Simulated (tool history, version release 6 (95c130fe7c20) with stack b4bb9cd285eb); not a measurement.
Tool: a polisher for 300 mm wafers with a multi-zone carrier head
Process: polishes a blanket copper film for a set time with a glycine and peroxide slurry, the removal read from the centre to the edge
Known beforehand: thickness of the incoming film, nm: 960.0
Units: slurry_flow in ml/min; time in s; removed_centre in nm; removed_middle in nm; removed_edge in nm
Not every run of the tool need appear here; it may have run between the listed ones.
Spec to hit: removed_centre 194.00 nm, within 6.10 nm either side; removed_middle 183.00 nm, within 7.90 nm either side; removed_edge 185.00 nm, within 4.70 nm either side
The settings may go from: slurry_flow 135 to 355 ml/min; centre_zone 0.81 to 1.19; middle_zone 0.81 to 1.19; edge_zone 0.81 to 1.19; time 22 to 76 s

run  hour  slurry_flow  centre_zone  middle_zone  edge_zone  time  removed_centre  removed_middle  removed_edge
  1   0.0          225         1.00         1.00       1.00    49          280.20          286.82        294.93
  2   1.2          270         1.00         1.00       1.00    49          289.92          299.93        300.99
  3   2.2          270         1.00         1.07       1.00    49          292.40          315.08        296.20
  4   9.8          260         1.01         1.04       0.97    44          262.50          278.21        262.99
  5  14.9          285         1.01         1.04       0.97    44          261.61          279.66        264.24
  6  16.7          285         1.01         1.08       0.97    44          261.86          287.54        264.98
  7  22.1          285         1.01         1.08       0.97    44          264.51          288.03        270.29
  8  26.7          270         1.02         1.03       0.94    41          249.27          255.50        242.73
  9  31.2          260         1.01         1.00       0.91    39          232.11          238.98        229.07
 10  37.5          225         1.05         0.90       0.82    29          176.49          159.10        158.47
 11  41.4          245         1.05         0.91       0.85    29          174.52          162.14        162.68
 12  44.8          245         1.06         0.93       0.88    29          180.28          163.40        165.36
 13  51.4          255         1.06         0.95       0.90    29          181.37          169.89        168.96
 14  60.4          260         1.06         0.96       0.92    29          182.06          166.78        170.05

Exactly one of the 4 candidate moves below puts every result within its allowed miss. Which one?
  A  69.4          260         1.10         1.02       1.03    30               ?               ?             ?
  B  69.4          235         1.04         1.04       0.90    32               ?               ?             ?
  C  69.4          250         1.11         0.94       0.92    32               ?               ?             ?
  D  69.4          140         1.14         1.09       0.87    35               ?               ?             ?

move  removed_centre  removed_middle  removed_edge
   A          192.39          189.40        185.13
   B          191.51          202.92        183.45
   C          205.86          187.75        186.66
   D          206.77          210.48        184.57
A: hits every target within its allowed miss
B: corrects the largest miss of the last run, while another result sits out of spec
C: corrects the largest miss of the last run, while another result sits out of spec
D: corrects the largest miss of the last run, while another result sits out of spec
A is the move that brings every result within its allowed miss.
